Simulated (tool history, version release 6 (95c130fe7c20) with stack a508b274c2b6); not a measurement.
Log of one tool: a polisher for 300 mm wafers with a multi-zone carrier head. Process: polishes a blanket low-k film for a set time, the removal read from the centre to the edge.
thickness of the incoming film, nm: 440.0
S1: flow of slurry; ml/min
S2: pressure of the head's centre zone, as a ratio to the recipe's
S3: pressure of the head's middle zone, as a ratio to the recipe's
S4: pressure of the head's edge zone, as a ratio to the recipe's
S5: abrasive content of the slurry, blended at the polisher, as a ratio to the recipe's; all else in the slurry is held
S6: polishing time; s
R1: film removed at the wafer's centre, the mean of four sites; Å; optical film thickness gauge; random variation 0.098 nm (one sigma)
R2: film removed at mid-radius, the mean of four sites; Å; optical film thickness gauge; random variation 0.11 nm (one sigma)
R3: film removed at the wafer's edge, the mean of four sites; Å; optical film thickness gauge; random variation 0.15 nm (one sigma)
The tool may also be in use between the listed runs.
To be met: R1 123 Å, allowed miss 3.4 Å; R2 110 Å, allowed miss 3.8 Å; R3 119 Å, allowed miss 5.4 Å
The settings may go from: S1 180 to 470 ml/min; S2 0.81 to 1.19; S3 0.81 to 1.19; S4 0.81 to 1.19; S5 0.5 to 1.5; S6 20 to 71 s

Run 1, hour 0: S1 300 ml/min, S2 1, S3 1, S4 1, S5 1, S6 45 s. Result: R1 182.06 Å, R2 197.68 Å, R3 191.42 Å.
Run 2, hour 8.6: S1 300 ml/min, S2 1.01, S3 0.96, S4 0.98, S5 0.9, S6 43 s. Result: R1 170.25 Å, R2 172.22 Å, R3 174.49 Å.
Run 3, hour 11.7: S1 300 ml/min, S2 1.01, S3 0.94, S4 0.95, S5 0.8, S6 41 s. Result: R1 154.38 Å, R2 157.27 Å, R3 158.61 Å.
Run 4, hour 18.4: S1 300 ml/min, S2 1.01, S3 0.94, S4 0.95, S5 0.8, S6 45 s. Result: R1 166.97 Å, R2 167.94 Å, R3 174.39 Å.
Run 5, hour 24.8: S1 300 ml/min, S2 1.01, S3 0.94, S4 0.95, S5 0.8, S6 40 s. Result: R1 148.36 Å, R2 149.52 Å, R3 153.45 Å.
Run 6, hour 29.4: S1 300 ml/min, S2 1.01, S3 0.94, S4 0.95, S5 0.8, S6 34 s. Result: R1 125.31 Å, R2 128.16 Å, R3 130.21 Å.
Run 7, hour 34.8: S1 300 ml/min, S2 1.01, S3 0.94, S4 0.95, S5 0.8, S6 34 s. Result: R1 126.59 Å, R2 129.05 Å, R3 129.52 Å.
Run 8, hour 37.5: S1 295 ml/min, S2 1.02, S3 0.92, S4 0.93, S5 0.8, S6 34 s. Result: R1 129.61 Å, R2 126.17 Å, R3 132.55 Å.
Run 9, hour 41.4: S1 320 ml/min, S2 1.08, S3 0.9, S4 0.89, S5 0.55, S6 33 s. Result: R1 114.95 Å, R2 106.97 Å, R3 108.44 Å.
Run 10, hour 44.7: S1 320 ml/min, S2 1.08, S3 0.9, S4 0.91, S5 0.55, S6 33 s. Result: R1 115.43 Å, R2 105.78 Å, R3 107.72 Å.
Run 11, hour 45.8: S1 315 ml/min, S2 1.08, S3 0.89, S4 0.91, S5 0.6, S6 33 s. Result: R1 119.84 Å, R2 108.99 Å, R3 111.97 Å.
Run 12, hour 46.3: S1 310 ml/min, S2 1.07, S3 0.88, S4 0.92, S5 0.6, S6 33 s. Result: R1 117.26 Å, R2 107.34 Å, R3 111.73 Å.
Run 13, hour 50: S1 305 ml/min, S2 1.07, S3 0.87, S4 0.92, S5 0.6, S6 33 s. Result: R1 118.62 Å, R2 108.75 Å, R3 109.09 Å.
At hour 50.8: centre zone pressure recalibrated.
Run 14, hour 50.8: S1 330 ml/min, S2 1.07, S3 0.88, S4 0.91, S5 0.6, S6 33 s. Result: R1 124.9 Å, R2 109.06 Å, R3 112.01 Å.
Run 15, hour 56.8: S1 330 ml/min, S2 1.07, S3 0.88, S4 0.91, S5 0.6, S6 33 s. Result: R1 126.28 Å, R2 109.25 Å, R3 111.02 Å.
Run 16, hour 64.1: S1 320 ml/min, S2 1.07, S3 0.87, S4 0.93, S5 0.6, S6 33 s. Result: R1 126.18 Å, R2 107.21 Å, R3 113.67 Å.

5 next moves are on the table. One of them brings every result within its allowed miss. Which?
Run A, hour 71.4: S1 305 ml/min, S2 1.15, S3 1.02, S4 0.84, S5 0.55, S6 32 s. Result: R1 ?, R2 ?, R3 ?.
Run B, hour 71.4: S1 210 ml/min, S2 1.04, S3 0.89, S4 0.98, S5 0.6, S6 35 s. Result: R1 ?, R2 ?, R3 ?.
Run C, hour 71.4: S1 285 ml/min, S2 1.05, S3 0.91, S4 0.81, S5 0.8, S6 29 s. Result: R1 ?, R2 ?, R3 ?.
Run D, hour 71.4: S1 280 ml/min, S2 1.13, S3 0.86, S4 0.88, S5 0.5, S6 35 s. Result: R1 ?, R2 ?, R3 ?.
Run E, hour 71.4: S1 390 ml/min, S2 1.11, S3 0.93, S4 0.86, S5 0.7, S6 30 s. Result: R1 ?, R2 ?, R3 ?.

move      R1      R2      R3
   A  127.68  113.19  102.51
   B  123.39  110.97  120.08
   C  120.54  108.48  104.85
   D  130.86   105.3  109.86
   E  129.64  111.54  108.35
A: further off than the last run
B: meets every target
C: further off than the last run
D: further off than the last run
E: further off than the last run
Answer: B
